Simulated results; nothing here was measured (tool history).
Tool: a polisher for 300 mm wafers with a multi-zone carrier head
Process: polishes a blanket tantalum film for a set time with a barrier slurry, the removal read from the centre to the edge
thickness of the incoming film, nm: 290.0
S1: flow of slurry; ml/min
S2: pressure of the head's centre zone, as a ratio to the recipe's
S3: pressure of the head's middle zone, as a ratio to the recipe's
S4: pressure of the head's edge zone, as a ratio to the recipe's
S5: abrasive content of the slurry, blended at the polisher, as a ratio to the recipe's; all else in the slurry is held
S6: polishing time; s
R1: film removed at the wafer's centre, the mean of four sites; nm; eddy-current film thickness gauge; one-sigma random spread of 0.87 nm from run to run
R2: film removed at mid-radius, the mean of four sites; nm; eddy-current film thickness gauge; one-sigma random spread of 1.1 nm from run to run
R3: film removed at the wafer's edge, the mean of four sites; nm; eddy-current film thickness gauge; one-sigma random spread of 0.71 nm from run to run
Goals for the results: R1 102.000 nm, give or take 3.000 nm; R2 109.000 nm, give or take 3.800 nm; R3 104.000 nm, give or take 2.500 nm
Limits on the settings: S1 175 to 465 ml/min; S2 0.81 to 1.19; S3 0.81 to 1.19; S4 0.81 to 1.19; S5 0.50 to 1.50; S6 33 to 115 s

run    day   S1    S2    S3    S4    S5  S6      R1       R2      R3
  1  0.000  295  1.00  1.00  1.00  1.00  73  89.369   89.432  89.358
  2  0.100  300  1.01  1.02  1.02  1.05  73  90.676   92.378  91.005
  3  0.283  300  1.01  1.02  1.05  1.05  73  90.275   91.845  91.722
  4  0.346  305  1.02  1.03  1.06  1.10  73  93.565   93.536  93.743
  5  0.467  310  1.02  1.05  1.07  1.15  73  94.495   95.423  95.684
  6  0.671  315  1.02  1.07  1.08  1.15  73  93.579   98.707  97.239
  7  0.967  325  1.03  1.08  1.08  1.15  73  96.882   98.268  94.943
  8  1.108  330  1.03  1.09  1.09  1.20  73  96.165  101.810  98.134
  9  1.204  335  1.03  1.10  1.10  1.20  73  96.732  102.380  99.155

Consider the 4 candidate settings below. Which is the only one whose results all fall within their allowed miss of target?
  A  1.300  465  1.11  1.19  1.02  1.00  75   ?   ?   ?
  B  1.300  365  1.10  1.00  1.19  1.10  74   ?   ?   ?
  C  1.300  320  0.93  1.03  1.15  1.30  75   ?   ?   ?
  D  1.300  335  1.01  1.10  1.06  1.35  76   ?   ?   ?

move       R1       R2       R3
   A  108.380  109.370   93.896
   B  106.480   96.298  101.560
   C   93.713  102.630  104.360
   D  104.640  110.230  102.620
A: further off than the last run
B: gets the furthest-off result to its target, but another result is out of tolerance
C: gets the furthest-off result to its target, but another result is out of tolerance
D: all results land within tolerance of their targets
The move that meets every target is D.

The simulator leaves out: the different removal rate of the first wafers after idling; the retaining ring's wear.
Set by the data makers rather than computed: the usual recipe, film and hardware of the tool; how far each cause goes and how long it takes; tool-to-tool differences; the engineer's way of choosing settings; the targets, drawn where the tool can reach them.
